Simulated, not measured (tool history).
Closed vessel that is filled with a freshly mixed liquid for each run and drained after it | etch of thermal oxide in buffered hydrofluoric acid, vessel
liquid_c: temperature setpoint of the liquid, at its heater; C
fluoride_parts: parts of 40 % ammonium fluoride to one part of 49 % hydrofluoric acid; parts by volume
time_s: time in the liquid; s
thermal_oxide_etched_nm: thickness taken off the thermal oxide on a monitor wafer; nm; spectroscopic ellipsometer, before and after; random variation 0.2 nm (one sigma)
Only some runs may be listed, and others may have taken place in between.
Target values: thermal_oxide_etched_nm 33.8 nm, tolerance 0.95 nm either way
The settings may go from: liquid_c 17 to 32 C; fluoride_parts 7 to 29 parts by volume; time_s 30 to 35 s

run,hour,liquid_c,fluoride_parts,time_s,thermal_oxide_etched_nm
1,0,24,18,35,20.515
2,1.6,24,18,35,20.399
3,8.9,24,14.5,35,25.057
4,17.2,24,17,35,21.4
5,25.5,27.5,17,35,25.965
6,33.1,28.5,17,35,27.427
7,38.2,29,17,35,27.936
8,47.1,29.5,17,35,29.036
9,55.5,29.5,17,35,28.925
10,62.5,30,17,35,30.01
11,68.3,30.5,17,35,30.196
12,72.6,31,17,35,31.344

Which single option among these 4 for the next run brings every result within its allowed miss of target? Just one does.
A,76.9,31.5,16,30,?
B,76.9,29,12,30,?
C,76.9,30,14,30,?
D,76.9,30.5,15.5,30,?

move,thermal_oxide_etched_nm
A,29.321
B,34.077
C,30.896
D,28.707
A: further off than the last run
B: in spec on every target
C: further off than the last run
D: further off than the last run
B is the move that brings every result within its allowed miss.

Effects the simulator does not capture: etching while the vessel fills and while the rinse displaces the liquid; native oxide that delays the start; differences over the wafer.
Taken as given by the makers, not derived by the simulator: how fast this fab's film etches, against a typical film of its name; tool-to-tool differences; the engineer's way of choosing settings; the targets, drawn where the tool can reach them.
